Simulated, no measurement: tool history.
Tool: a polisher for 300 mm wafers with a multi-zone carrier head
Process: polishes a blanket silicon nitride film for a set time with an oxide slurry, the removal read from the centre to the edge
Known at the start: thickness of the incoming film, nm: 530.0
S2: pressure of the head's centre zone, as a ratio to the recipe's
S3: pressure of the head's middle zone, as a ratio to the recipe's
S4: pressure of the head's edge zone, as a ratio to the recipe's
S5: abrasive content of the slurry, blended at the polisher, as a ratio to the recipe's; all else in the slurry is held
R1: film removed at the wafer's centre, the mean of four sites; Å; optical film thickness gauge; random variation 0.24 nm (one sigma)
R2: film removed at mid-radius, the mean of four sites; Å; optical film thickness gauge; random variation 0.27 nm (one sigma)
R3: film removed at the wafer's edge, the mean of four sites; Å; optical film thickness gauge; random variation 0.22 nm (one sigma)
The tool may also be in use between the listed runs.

Run 1, day 0.000: flow of slurry (ml/min) 155, S2 1.00, S3 1.00, S4 1.00, S5 1.00, polishing time (s) 36. Result: R1 238.15 Å, R2 270.66 Å, R3 253.31 Å.
Run 2, day 0.088: flow of slurry (ml/min) 150, S2 1.01, S3 0.97, S4 0.97, S5 0.95, polishing time (s) 36. Result: R1 229.73 Å, R2 254.34 Å, R3 242.81 Å.
Run 3, day 0.396: flow of slurry (ml/min) 130, S2 1.01, S3 0.97, S4 0.97, S5 0.95, polishing time (s) 36. Result: R1 222.22 Å, R2 247.17 Å, R3 244.45 Å.
Run 4, day 0.692: flow of slurry (ml/min) 95, S2 1.01, S3 0.97, S4 0.97, S5 0.95, polishing time (s) 36. Result: R1 200.69 Å, R2 218.37 Å, R3 224.72 Å.
Run 5, day 0.954: flow of slurry (ml/min) 100, S2 1.04, S3 0.97, S4 0.95, S5 0.90, polishing time (s) 36. Result: R1 207.32 Å, R2 217.40 Å, R3 219.81 Å.
Run 6, day 1.196: flow of slurry (ml/min) 100, S2 1.04, S3 0.97, S4 0.95, S5 0.75, polishing time (s) 36. Result: R1 190.29 Å, R2 205.97 Å, R3 201.95 Å.
Run 7, day 1.279: flow of slurry (ml/min) 105, S2 1.06, S3 0.96, S4 0.95, S5 0.75, polishing time (s) 36. Result: R1 195.18 Å, R2 206.43 Å, R3 208.26 Å.
Run 8, day 1.496: flow of slurry (ml/min) 110, S2 1.08, S3 0.96, S4 0.93, S5 0.75, polishing time (s) 36. Result: R1 203.11 Å, R2 209.62 Å, R3 206.35 Å.
Run 9, day 1.783: flow of slurry (ml/min) 115, S2 1.09, S3 0.95, S4 0.93, S5 0.75, polishing time (s) 36. Result: R1 213.62 Å, R2 215.89 Å, R3 206.45 Å.

The next listed run, before its measurement:
Run 10, day 2.033: flow of slurry (ml/min) 120, S2 1.11, S3 0.89, S4 0.97, S5 0.75, polishing time (s) 36. Result: R1 ?, R2 ?, R3 ?.

Run 10 gave R1 217.21 Å, R2 200.92 Å, R3 213.09 Å.

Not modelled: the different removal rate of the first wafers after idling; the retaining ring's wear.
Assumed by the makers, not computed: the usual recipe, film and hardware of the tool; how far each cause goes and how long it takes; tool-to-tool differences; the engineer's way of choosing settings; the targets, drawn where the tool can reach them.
